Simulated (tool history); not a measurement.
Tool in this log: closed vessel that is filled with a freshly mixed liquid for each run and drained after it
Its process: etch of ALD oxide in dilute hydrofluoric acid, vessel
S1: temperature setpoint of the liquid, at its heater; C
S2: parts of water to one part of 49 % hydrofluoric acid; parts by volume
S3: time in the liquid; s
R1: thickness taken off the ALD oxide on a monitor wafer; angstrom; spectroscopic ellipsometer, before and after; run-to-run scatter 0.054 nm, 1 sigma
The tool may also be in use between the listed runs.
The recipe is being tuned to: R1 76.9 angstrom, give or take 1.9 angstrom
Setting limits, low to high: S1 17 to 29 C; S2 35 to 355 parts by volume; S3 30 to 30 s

run	hour	S1	S2	S3	R1
1	0	21	195	30	34.996
2	5.1	21	230	30	28.403
3	13.6	21	230	30	28.882
4	21.6	21	230	30	28.681
5	29.3	21	230	30	28.091
6	30.4	23.5	230	30	31.323
7	32.7	24	215	30	35.047
8	35.8	24.5	200	30	38.569
9	40	25	190	30	41.663
10	45	25.5	180	30	45.637
11	50	26	170	30	49.473
12	52	26.5	165	30	52.543
13	57.6	27	160	30	55.77
14	66	27.5	155	30	58.278
15	74.4	27.5	150	30	61.098
16	76.9	27.5	145	30	63.606
17	78.5	29	120	30	84.19
18	86.9	28.5	120	30	82.217

Next run, 4 choices. One meets every target within its allowed miss, the rest don't. Which?
A	95.3	29	115	30	?
B	95.3	28	135	30	?
C	95.3	28	105	30	?
D	95.3	28	125	30	?

move	R1
A	88.904
B	71.073
C	95.037
D	77.754
A: misses by more than the last run did
B: takes the biggest miss from the last run beyond its target
C: misses by more than the last run did
D: in spec on every target
Move D is the one to make.
